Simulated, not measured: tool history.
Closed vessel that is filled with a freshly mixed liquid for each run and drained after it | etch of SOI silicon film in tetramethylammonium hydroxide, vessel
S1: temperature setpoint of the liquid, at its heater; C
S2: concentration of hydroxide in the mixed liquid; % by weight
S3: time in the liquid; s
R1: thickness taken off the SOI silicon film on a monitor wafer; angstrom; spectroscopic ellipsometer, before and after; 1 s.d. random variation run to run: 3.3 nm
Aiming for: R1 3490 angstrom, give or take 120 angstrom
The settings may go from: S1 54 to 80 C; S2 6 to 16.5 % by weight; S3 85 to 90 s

run    day    S1  S2  S3      R1
  1      0    67  11  85  4894.5
  2  0.183    67  11  90  4994.8
  3  0.354  65.5  11  90  4627.6
  4  0.629  64.5  11  90  4426.3
  5  0.821    67  11  90  5152.1
  6  1.183    67   9  90  5391.4
  7  1.475    67   9  90  5577.6
  8  1.712    65   9  90    4849
  9  1.967  63.5   9  90  4449.4
 10  2.083  62.5   9  90    4119
 11  2.146    62   9  90  4047.7
 12    2.4  61.5   9  90  3915.4
 13  2.646    61   9  90  3713.1
 14  2.871  60.5   9  90  3637.2

4 next moves are on the table. One of them brings every result within its allowed miss. Which?
  A  3.096  60.5  10.5  85   ?
  B  3.096    60  10.5  85   ?
  C  3.096  60.5  10.5  90   ?
  D  3.096  58.5     8  85   ?

move      R1
   A  3269.6
   B  3169.5
   C    3462
   D    3177
A: carries the result that was furthest off beyond its target, to the other side
B: carries the result that was furthest off beyond its target, to the other side
C: hits every target within its allowed miss
D: carries the result that was furthest off beyond its target, to the other side
Go with C: it meets all targets.

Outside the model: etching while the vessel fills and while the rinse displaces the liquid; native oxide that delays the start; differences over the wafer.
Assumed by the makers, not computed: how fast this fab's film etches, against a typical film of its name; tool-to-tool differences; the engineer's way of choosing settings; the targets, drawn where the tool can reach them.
